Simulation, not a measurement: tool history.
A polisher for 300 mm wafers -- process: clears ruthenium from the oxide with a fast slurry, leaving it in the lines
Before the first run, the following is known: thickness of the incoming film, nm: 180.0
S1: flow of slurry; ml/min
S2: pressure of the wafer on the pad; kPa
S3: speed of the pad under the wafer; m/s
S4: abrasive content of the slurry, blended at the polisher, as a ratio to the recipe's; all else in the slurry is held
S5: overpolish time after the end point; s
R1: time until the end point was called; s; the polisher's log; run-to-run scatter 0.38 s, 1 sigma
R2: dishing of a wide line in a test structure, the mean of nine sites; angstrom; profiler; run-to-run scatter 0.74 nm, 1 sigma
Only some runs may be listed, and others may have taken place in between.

Run 1, hour 0.0: S1 300 ml/min, S2 15.2 kPa, S3 1.20 m/s, S4 1.0, S5 9 s. Result: R1 44.295 s, R2 292.54 angstrom.
Run 2, hour 6.3: S1 300 ml/min, S2 16.5 kPa, S3 1.20 m/s, S4 1.0, S5 8 s. Result: R1 42.035 s, R2 282.59 angstrom.
Run 3, hour 10.6: S1 300 ml/min, S2 17.9 kPa, S3 1.24 m/s, S4 1.0, S5 7 s. Result: R1 38.832 s, R2 281.27 angstrom.
Run 4, hour 14.0: S1 300 ml/min, S2 20.0 kPa, S3 1.24 m/s, S4 1.0, S5 7 s. Result: R1 35.180 s, R2 279.49 angstrom.
Run 5, hour 18.2: S1 365 ml/min, S2 20.0 kPa, S3 1.24 m/s, S4 1.0, S5 7 s. Result: R1 34.315 s, R2 295.61 angstrom.
Run 6, hour 25.6: S1 365 ml/min, S2 20.0 kPa, S3 1.24 m/s, S4 1.0, S5 9 s. Result: R1 34.395 s, R2 364.68 angstrom.
Run 7, hour 33.2: S1 365 ml/min, S2 20.7 kPa, S3 1.26 m/s, S4 1.0, S5 8 s. Result: R1 32.561 s, R2 350.11 angstrom.

Run 8, settings as shown, results not yet in. Your forecast:
Run 8, hour 42.0: S1 365 ml/min, S2 21.4 kPa, S3 1.28 m/s, S4 1.0, S5 7 s. Result: R1 ?, R2 ?.

Run 8 produced R1 31.020 s, R2 304.02 angstrom.
